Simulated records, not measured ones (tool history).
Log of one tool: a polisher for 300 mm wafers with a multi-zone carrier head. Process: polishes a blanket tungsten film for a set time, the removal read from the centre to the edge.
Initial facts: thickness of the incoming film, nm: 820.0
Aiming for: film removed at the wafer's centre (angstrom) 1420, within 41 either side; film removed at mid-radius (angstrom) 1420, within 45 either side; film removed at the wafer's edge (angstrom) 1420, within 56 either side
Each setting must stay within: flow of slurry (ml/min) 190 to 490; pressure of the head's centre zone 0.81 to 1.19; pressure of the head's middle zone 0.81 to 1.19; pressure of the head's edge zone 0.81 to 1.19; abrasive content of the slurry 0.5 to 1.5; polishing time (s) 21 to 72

| run | hour | flow of slurry (ml/min) | pressure of the head's centre zone | pressure of the head's middle zone | pressure of the head's edge zone | abrasive content of the slurry | polishing time (s) | film removed at the wafer's centre (angstrom) | film removed at mid-radius (angstrom) | film removed at the wafer's edge (angstrom) |
|---|---|---|---|---|---|---|---|---|---|---|
| 1 | 0 | 315 | 1 | 1 | 1 | 1 | 46 | 943.05 | 933.44 | 943.6 |
| 2 | 4.4 | 315 | 1 | 1 | 0.92 | 1 | 46 | 946.72 | 924 | 895.3 |
| 3 | 11.8 | 315 | 1.06 | 1 | 0.92 | 1 | 46 | 1013.8 | 923.12 | 910.52 |
| 4 | 20.8 | 275 | 1.06 | 1 | 0.92 | 1 | 46 | 999.77 | 922.06 | 878.22 |
| 5 | 29.1 | 205 | 1.06 | 1 | 0.92 | 1 | 46 | 971.7 | 896.22 | 889.6 |
| 6 | 34.5 | 205 | 1.06 | 1 | 0.92 | 0.85 | 46 | 936.55 | 851.02 | 843.14 |
| 7 | 40.5 | 250 | 1.13 | 1.1 | 1.02 | 1.1 | 56 | 1306.1 | 1204.5 | 1146.5 |
| 8 | 45 | 260 | 1.12 | 1.11 | 1.05 | 1.2 | 57 | 1350 | 1284 | 1222.4 |
| 9 | 51.2 | 275 | 1.11 | 1.11 | 1.08 | 1.25 | 57 | 1339.7 | 1331 | 1253.6 |
| 10 | 51.9 | 285 | 1.11 | 1.1 | 1.11 | 1.3 | 57 | 1386.3 | 1320.1 | 1288.3 |
| 11 | 52.9 | 290 | 1.04 | 1.14 | 1.19 | 1.5 | 58 | 1333.2 | 1417.6 | 1417.9 |
| 12 | 57.5 | 295 | 1.05 | 1.14 | 1.19 | 1.5 | 58 | 1354.9 | 1412.1 | 1417.7 |

Exactly one of the 5 candidate moves below puts every result within its allowed miss. Which one?
| A | 62.1 | 290 | 1.07 | 1.12 | 1.18 | 1.5 | 59 | ? | ? | ? |
| B | 62.1 | 300 | 1.05 | 1.08 | 1.18 | 1.35 | 56 | ? | ? | ? |
| C | 62.1 | 220 | 1.09 | 1.03 | 1.19 | 1.5 | 59 | ? | ? | ? |
| D | 62.1 | 240 | 1.01 | 1.14 | 1.19 | 1.35 | 60 | ? | ? | ? |
| E | 62.1 | 340 | 1 | 1.19 | 1.04 | 1 | 63 | ? | ? | ? |

| move | film removed at the wafer's centre (angstrom) | film removed at mid-radius (angstrom) | film removed at the wafer's edge (angstrom) |
|---|---|---|---|
| A | 1405.9 | 1426 | 1427.7 |
| B | 1282.1 | 1284.8 | 1326.7 |
| C | 1392.2 | 1294.7 | 1408.8 |
| D | 1293.2 | 1414.4 | 1405.7 |
| E | 1300.8 | 1486.4 | 1318.8 |
A: each result inside its tolerance
B: the biggest miss grows against the last run
C: puts the biggest miss on target and leaves a different result outside tolerance
D: the biggest miss grows against the last run
E: the biggest miss grows against the last run
Move A is the one to make.
